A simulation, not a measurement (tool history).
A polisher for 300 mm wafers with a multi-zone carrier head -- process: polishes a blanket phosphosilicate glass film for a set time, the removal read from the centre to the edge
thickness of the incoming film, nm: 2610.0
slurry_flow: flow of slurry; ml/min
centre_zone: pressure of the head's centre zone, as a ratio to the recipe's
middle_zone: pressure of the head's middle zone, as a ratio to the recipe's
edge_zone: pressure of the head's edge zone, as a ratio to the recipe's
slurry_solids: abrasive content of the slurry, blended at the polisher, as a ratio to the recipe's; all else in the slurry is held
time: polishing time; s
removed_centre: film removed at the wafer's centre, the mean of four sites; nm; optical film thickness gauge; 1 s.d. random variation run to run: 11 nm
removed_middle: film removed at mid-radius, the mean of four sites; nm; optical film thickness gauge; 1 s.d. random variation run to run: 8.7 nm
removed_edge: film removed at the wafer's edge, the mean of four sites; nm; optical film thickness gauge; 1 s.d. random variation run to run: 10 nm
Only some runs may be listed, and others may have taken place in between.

Run 1, hour 0: slurry_flow 200 ml/min, centre_zone 1, middle_zone 1, edge_zone 1, slurry_solids 1, time 89 s. Result: removed_centre 1056.8 nm, removed_middle 1015.3 nm, removed_edge 1031.7 nm.
Run 2, hour 7.4: slurry_flow 235 ml/min, centre_zone 1, middle_zone 1, edge_zone 1, slurry_solids 1, time 89 s. Result: removed_centre 1073.3 nm, removed_middle 1039.4 nm, removed_edge 1044.7 nm.
Run 3, hour 10.7: slurry_flow 235 ml/min, centre_zone 1, middle_zone 1, edge_zone 1.03, slurry_solids 1, time 89 s. Result: removed_centre 1065.3 nm, removed_middle 1012 nm, removed_edge 1039.8 nm.
Run 4, hour 17.3: slurry_flow 235 ml/min, centre_zone 1, middle_zone 1, edge_zone 1.03, slurry_solids 0.85, time 89 s. Result: removed_centre 996.93 nm, removed_middle 964.68 nm, removed_edge 981.66 nm.
Run 5, hour 21.8: slurry_flow 235 ml/min, centre_zone 0.99, middle_zone 0.98, edge_zone 1.04, slurry_solids 0.8, time 89 s. Result: removed_centre 1004.7 nm, removed_middle 959.32 nm, removed_edge 975.45 nm.
Run 6, hour 23: slurry_flow 230 ml/min, centre_zone 0.97, middle_zone 0.96, edge_zone 1.06, slurry_solids 0.75, time 88 s. Result: removed_centre 951.11 nm, removed_middle 893.95 nm, removed_edge 978.05 nm.
Run 7, hour 25.2: slurry_flow 230 ml/min, centre_zone 0.96, middle_zone 0.95, edge_zone 1.06, slurry_solids 0.7, time 87 s. Result: removed_centre 923.85 nm, removed_middle 845.88 nm, removed_edge 936.73 nm.
Run 8, hour 32.6: slurry_flow 230 ml/min, centre_zone 0.94, middle_zone 0.95, edge_zone 1.06, slurry_solids 0.7, time 87 s. Result: removed_centre 914.45 nm, removed_middle 857.35 nm, removed_edge 948.32 nm.
Run 9, hour 40.7: slurry_flow 230 ml/min, centre_zone 0.93, middle_zone 0.94, edge_zone 1.06, slurry_solids 0.65, time 87 s. Result: removed_centre 895.47 nm, removed_middle 851.21 nm, removed_edge 916.73 nm.
Run 10, hour 48.9: slurry_flow 225 ml/min, centre_zone 0.92, middle_zone 0.93, edge_zone 1.07, slurry_solids 0.65, time 87 s. Result: removed_centre 873.25 nm, removed_middle 823.09 nm, removed_edge 935.45 nm.
Run 11, hour 49.5: slurry_flow 220 ml/min, centre_zone 0.91, middle_zone 0.92, edge_zone 1.07, slurry_solids 0.65, time 87 s. Result: removed_centre 858.23 nm, removed_middle 812.95 nm, removed_edge 911.88 nm.

Run 12 has not been measured yet. What should we expect?
Run 12, hour 57.9: slurry_flow 215 ml/min, centre_zone 0.9, middle_zone 0.91, edge_zone 1.07, slurry_solids 0.65, time 87 s. Result: removed_centre ?, removed_middle ?, removed_edge ?.

Run 12 measured removed_centre 849.36 nm, removed_middle 813.39 nm, removed_edge 924 nm.

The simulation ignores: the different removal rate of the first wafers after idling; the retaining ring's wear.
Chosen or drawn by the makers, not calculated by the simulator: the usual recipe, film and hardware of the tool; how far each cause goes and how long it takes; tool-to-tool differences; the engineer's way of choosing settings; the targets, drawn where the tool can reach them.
